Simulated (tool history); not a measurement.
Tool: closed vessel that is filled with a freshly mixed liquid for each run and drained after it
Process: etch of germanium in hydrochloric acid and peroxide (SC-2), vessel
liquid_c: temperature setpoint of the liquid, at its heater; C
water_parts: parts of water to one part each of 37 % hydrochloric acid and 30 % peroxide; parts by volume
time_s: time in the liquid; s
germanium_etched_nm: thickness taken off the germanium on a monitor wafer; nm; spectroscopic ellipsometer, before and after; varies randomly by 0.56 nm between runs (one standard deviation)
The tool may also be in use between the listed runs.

run 1 hour=0.0 | liquid_c=46.0 water_parts=6.5 time_s=95 | germanium_etched_nm=123.96
run 2 hour=1.8 | liquid_c=46.0 water_parts=6.5 time_s=95 | germanium_etched_nm=125.17
run 3 hour=8.6 | liquid_c=46.0 water_parts=5.0 time_s=95 | germanium_etched_nm=126.20
run 4 hour=16.0 | liquid_c=44.5 water_parts=5.0 time_s=95 | germanium_etched_nm=120.73
run 5 hour=23.9 | liquid_c=44.5 water_parts=5.0 time_s=105 | germanium_etched_nm=132.89
run 6 hour=30.5 | liquid_c=43.0 water_parts=5.0 time_s=105 | germanium_etched_nm=127.68

Run 7 is up next; what results do you expect?
run 7 hour=33.0 | liquid_c=41.5 water_parts=5.0 time_s=105 | germanium_etched_nm=?

{"run 7": {"germanium_etched_nm": 120.33}}
